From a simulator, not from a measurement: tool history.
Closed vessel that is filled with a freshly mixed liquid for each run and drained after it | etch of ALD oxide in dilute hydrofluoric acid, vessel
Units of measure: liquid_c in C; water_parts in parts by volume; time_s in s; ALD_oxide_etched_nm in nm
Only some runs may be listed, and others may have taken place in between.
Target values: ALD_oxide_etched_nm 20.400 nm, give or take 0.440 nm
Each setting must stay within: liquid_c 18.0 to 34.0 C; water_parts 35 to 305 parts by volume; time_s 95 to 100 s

Run 1, hour 0.0: liquid_c 26.0 C, water_parts 170 parts by volume, time_s 95 s. Result: ALD_oxide_etched_nm 11.385 nm.
Run 2, hour 0.9: liquid_c 26.0 C, water_parts 170 parts by volume, time_s 95 s. Result: ALD_oxide_etched_nm 11.452 nm.
Run 3, hour 7.8: liquid_c 26.0 C, water_parts 140 parts by volume, time_s 95 s. Result: ALD_oxide_etched_nm 14.430 nm.
Run 4, hour 12.1: liquid_c 27.5 C, water_parts 140 parts by volume, time_s 95 s. Result: ALD_oxide_etched_nm 15.237 nm.
Run 5, hour 15.1: liquid_c 27.5 C, water_parts 160 parts by volume, time_s 95 s. Result: ALD_oxide_etched_nm 13.071 nm.
Run 6, hour 20.1: liquid_c 29.0 C, water_parts 155 parts by volume, time_s 95 s. Result: ALD_oxide_etched_nm 14.321 nm.
Run 7, hour 23.4: liquid_c 30.0 C, water_parts 150 parts by volume, time_s 95 s. Result: ALD_oxide_etched_nm 15.427 nm.
Run 8, hour 26.9: liquid_c 31.0 C, water_parts 145 parts by volume, time_s 95 s. Result: ALD_oxide_etched_nm 16.675 nm.
Run 9, hour 35.8: liquid_c 31.5 C, water_parts 140 parts by volume, time_s 95 s. Result: ALD_oxide_etched_nm 17.598 nm.
Run 10, hour 41.1: liquid_c 32.0 C, water_parts 140 parts by volume, time_s 95 s. Result: ALD_oxide_etched_nm 17.977 nm.
Run 11, hour 47.3: liquid_c 32.5 C, water_parts 140 parts by volume, time_s 95 s. Result: ALD_oxide_etched_nm 18.367 nm.
Run 12, hour 55.7: liquid_c 33.0 C, water_parts 140 parts by volume, time_s 95 s. Result: ALD_oxide_etched_nm 18.651 nm.
Run 13, hour 57.6: liquid_c 33.5 C, water_parts 135 parts by volume, time_s 95 s. Result: ALD_oxide_etched_nm 19.805 nm.

Pick the move, out of 4, that brings all results within their allowed miss; only one does.
Run A, hour 59.5: liquid_c 34.0 C, water_parts 140 parts by volume, time_s 100 s. Result: ALD_oxide_etched_nm ?.
Run B, hour 59.5: liquid_c 34.0 C, water_parts 140 parts by volume, time_s 95 s. Result: ALD_oxide_etched_nm ?.
Run C, hour 59.5: liquid_c 33.5 C, water_parts 140 parts by volume, time_s 95 s. Result: ALD_oxide_etched_nm ?.
Run D, hour 59.5: liquid_c 31.0 C, water_parts 135 parts by volume, time_s 100 s. Result: ALD_oxide_etched_nm ?.

move  ALD_oxide_etched_nm
   A               20.353
   B               19.335
   C               19.001
   D               19.114
A: all results in spec
B: further off than the last run
C: further off than the last run
D: further off than the last run
Answer: A
